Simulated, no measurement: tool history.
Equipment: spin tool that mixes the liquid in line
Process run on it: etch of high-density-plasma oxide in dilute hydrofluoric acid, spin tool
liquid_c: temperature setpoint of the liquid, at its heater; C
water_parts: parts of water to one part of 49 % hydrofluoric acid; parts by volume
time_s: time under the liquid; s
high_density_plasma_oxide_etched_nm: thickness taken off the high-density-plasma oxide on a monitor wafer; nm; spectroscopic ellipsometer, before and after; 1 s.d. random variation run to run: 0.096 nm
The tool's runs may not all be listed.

run,hour,liquid_c,water_parts,time_s,high_density_plasma_oxide_etched_nm
1,0,22,210,325,11.669
2,2.3,19.5,210,325,10.668
3,4.7,21,190,325,12.686
4,13.5,21,190,345,13.503
5,18.3,22.5,170,345,16.264
6,26.8,22.5,170,345,16.312
7,27.6,23.5,155,345,18.824

The next listed run, before its measurement:
8,32.6,24.5,145,345,?

high_density_plasma_oxide_etched_nm: 21.231 nm
